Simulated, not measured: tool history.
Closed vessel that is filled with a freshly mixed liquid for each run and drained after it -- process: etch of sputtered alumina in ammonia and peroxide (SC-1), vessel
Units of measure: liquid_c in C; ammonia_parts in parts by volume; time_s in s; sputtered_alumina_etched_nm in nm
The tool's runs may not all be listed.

run 1 day=0.000 | liquid_c=48.0 ammonia_parts=0.7 time_s=1775 | sputtered_alumina_etched_nm=79.103
run 2 day=0.208 | liquid_c=48.0 ammonia_parts=0.7 time_s=1775 | sputtered_alumina_etched_nm=78.435
run 3 day=0.542 | liquid_c=48.0 ammonia_parts=0.9 time_s=1775 | sputtered_alumina_etched_nm=80.931
run 4 day=0.629 | liquid_c=48.0 ammonia_parts=0.9 time_s=1895 | sputtered_alumina_etched_nm=86.727
run 5 day=0.792 | liquid_c=49.5 ammonia_parts=0.9 time_s=1895 | sputtered_alumina_etched_nm=94.426
run 6 day=0.850 | liquid_c=50.5 ammonia_parts=0.9 time_s=1895 | sputtered_alumina_etched_nm=98.715
run 7 day=1.096 | liquid_c=51.5 ammonia_parts=0.9 time_s=1895 | sputtered_alumina_etched_nm=104.720
run 8 day=1.121 | liquid_c=52.0 ammonia_parts=0.9 time_s=1895 | sputtered_alumina_etched_nm=107.690
run 9 day=1.383 | liquid_c=52.5 ammonia_parts=0.9 time_s=1895 | sputtered_alumina_etched_nm=110.880
run 10 day=1.575 | liquid_c=53.0 ammonia_parts=0.9 time_s=1895 | sputtered_alumina_etched_nm=114.290
run 11 day=1.671 | liquid_c=53.0 ammonia_parts=0.9 time_s=1895 | sputtered_alumina_etched_nm=114.040
run 12 day=1.804 | liquid_c=53.5 ammonia_parts=0.9 time_s=1895 | sputtered_alumina_etched_nm=117.490

Predict the results of run 13:
run 13 day=1.904 | liquid_c=54.0 ammonia_parts=0.9 time_s=1895 | sputtered_alumina_etched_nm=?

Run 13 yielded sputtered_alumina_etched_nm 119.560 nm.
